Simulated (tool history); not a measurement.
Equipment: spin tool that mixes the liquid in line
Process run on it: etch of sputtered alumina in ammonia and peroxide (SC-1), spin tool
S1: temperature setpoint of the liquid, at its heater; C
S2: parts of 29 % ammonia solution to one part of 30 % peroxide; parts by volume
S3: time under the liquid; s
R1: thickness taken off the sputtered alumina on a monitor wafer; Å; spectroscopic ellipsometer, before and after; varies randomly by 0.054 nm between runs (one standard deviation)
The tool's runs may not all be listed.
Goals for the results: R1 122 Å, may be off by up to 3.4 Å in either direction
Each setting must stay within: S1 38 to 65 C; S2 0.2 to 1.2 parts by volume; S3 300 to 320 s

{"run": 1, "hour": 0.0, "S1": 49, "S2": 0.75, "S3": 300, "R1": 157.48}
{"run": 2, "hour": 7.5, "S1": 47.5, "S2": 0.75, "S3": 300, "R1": 144.14}
{"run": 3, "hour": 12.4, "S1": 47.5, "S2": 0.85, "S3": 300, "R1": 146.73}
{"run": 4, "hour": 14.5, "S1": 51, "S2": 0.85, "S3": 300, "R1": 178.17}
{"run": 5, "hour": 20.5, "S1": 51, "S2": 1.1, "S3": 300, "R1": 181.82}
{"run": 6, "hour": 24.7, "S1": 48.5, "S2": 1.1, "S3": 300, "R1": 159.3}
{"run": 7, "hour": 29.4, "S1": 47, "S2": 1.1, "S3": 300, "R1": 146.29}
{"run": 8, "hour": 32.9, "S1": 46, "S2": 1.1, "S3": 300, "R1": 139.62}
{"run": 9, "hour": 34.9, "S1": 45, "S2": 1.1, "S3": 300, "R1": 130.32}
{"run": 10, "hour": 35.6, "S1": 44.5, "S2": 1.1, "S3": 300, "R1": 126.57}

Next run, 4 choices. One meets every target within its allowed miss, the rest don't. Which?
{"run": "A", "hour": 36.3, "S1": 45.5, "S2": 1.1, "S3": 300, "R1": "?"}
{"run": "B", "hour": 36.3, "S1": 46, "S2": 1, "S3": 300, "R1": "?"}
{"run": "C", "hour": 36.3, "S1": 42.5, "S2": 1.2, "S3": 320, "R1": "?"}
{"run": "D", "hour": 36.3, "S1": 45, "S2": 1.2, "S3": 300, "R1": "?"}

move=A R1=134.01
move=B R1=136.61
move=C R1=121.36
move=D R1=131.34
A: moves away from the targets compared with the last run
B: moves away from the targets compared with the last run
C: in spec on every target
D: moves away from the targets compared with the last run
C is the move that brings every result within its allowed miss.

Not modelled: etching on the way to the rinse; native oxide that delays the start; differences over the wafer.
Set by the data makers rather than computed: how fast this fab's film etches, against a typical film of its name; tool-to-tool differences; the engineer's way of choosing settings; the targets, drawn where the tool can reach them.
